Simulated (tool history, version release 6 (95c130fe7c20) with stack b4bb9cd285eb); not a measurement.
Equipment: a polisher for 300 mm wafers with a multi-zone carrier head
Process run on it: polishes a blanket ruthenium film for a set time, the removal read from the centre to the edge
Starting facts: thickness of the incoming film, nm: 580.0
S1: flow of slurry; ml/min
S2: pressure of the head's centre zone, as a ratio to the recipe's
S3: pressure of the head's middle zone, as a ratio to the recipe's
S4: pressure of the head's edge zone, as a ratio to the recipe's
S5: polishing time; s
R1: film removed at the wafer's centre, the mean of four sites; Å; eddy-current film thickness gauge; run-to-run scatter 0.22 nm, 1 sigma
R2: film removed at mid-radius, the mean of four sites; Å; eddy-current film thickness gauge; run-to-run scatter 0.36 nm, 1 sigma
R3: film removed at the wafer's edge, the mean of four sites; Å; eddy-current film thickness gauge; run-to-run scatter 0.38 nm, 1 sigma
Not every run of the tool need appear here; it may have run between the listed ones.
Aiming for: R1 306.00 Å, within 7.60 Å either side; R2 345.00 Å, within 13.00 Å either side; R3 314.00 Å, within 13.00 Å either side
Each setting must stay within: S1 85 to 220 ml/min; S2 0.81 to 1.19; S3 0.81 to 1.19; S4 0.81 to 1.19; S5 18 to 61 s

run 1 day=0.000 | S1=140 S2=1.00 S3=1.00 S4=1.00 S5=39 | R1=410.12 R2=399.82 R3=403.64
run 2 day=0.054 | S1=115 S2=1.00 S3=1.00 S4=1.00 S5=39 | R1=384.97 R2=380.71 R3=385.28
run 3 day=0.200 | S1=115 S2=1.06 S3=1.00 S4=1.00 S5=39 | R1=412.48 R2=379.15 R3=385.07
run 4 day=0.267 | S1=115 S2=1.06 S3=0.95 S4=1.00 S5=39 | R1=414.35 R2=373.23 R3=385.08
run 5 day=0.462 | S1=115 S2=1.06 S3=0.91 S4=1.00 S5=39 | R1=409.65 R2=364.47 R3=382.81
run 6 day=0.571 | S1=115 S2=1.06 S3=0.91 S4=0.95 S5=39 | R1=410.63 R2=365.09 R3=383.89
run 7 day=0.650 | S1=120 S2=0.96 S3=1.01 S4=0.93 S5=30 | R1=290.06 R2=301.82 R3=291.27
run 8 day=0.858 | S1=125 S2=0.95 S3=1.03 S4=0.94 S5=30 | R1=291.86 R2=307.51 R3=295.96
run 9 day=1.162 | S1=130 S2=0.94 S3=1.05 S4=0.94 S5=30 | R1=287.44 R2=312.38 R3=298.30
run 10 day=1.254 | S1=135 S2=0.94 S3=1.07 S4=0.94 S5=30 | R1=291.63 R2=318.65 R3=299.49
run 11 day=1.583 | S1=140 S2=0.94 S3=1.08 S4=0.94 S5=30 | R1=296.62 R2=319.46 R3=298.40
run 12 day=1.862 | S1=145 S2=0.93 S3=1.10 S4=0.95 S5=30 | R1=296.55 R2=326.60 R3=303.59
run 13 day=1.900 | S1=150 S2=0.93 S3=1.11 S4=0.95 S5=30 | R1=296.94 R2=334.25 R3=302.42

Below are 4 possible settings for the next run. Only one of them brings all results inside the allowed miss of their targets. Which is it?
run A day=1.938 | S1=180 S2=1.03 S3=1.18 S4=0.83 S5=29 | R1=? R2=? R3=?
run B day=1.938 | S1=200 S2=1.01 S3=1.15 S4=0.85 S5=29 | R1=? R2=? R3=?
run C day=1.938 | S1=140 S2=0.94 S3=1.14 S4=0.97 S5=31 | R1=? R2=? R3=?
run D day=1.938 | S1=125 S2=1.03 S3=1.19 S4=0.82 S5=31 | R1=? R2=? R3=?

move=A R1=329.79 R2=345.00 R3=288.02
move=B R1=329.39 R2=345.75 R3=293.90
move=C R1=304.33 R2=344.52 R3=312.99
move=D R1=323.76 R2=343.55 R3=290.43
A: the result that was furthest off in the last run now lies on the other side of its target
B: the result that was furthest off in the last run now lies on the other side of its target
C: in spec on every target
D: the result that was furthest off in the last run now lies on the other side of its target
So the answer is move C, the one that meets all the targets.
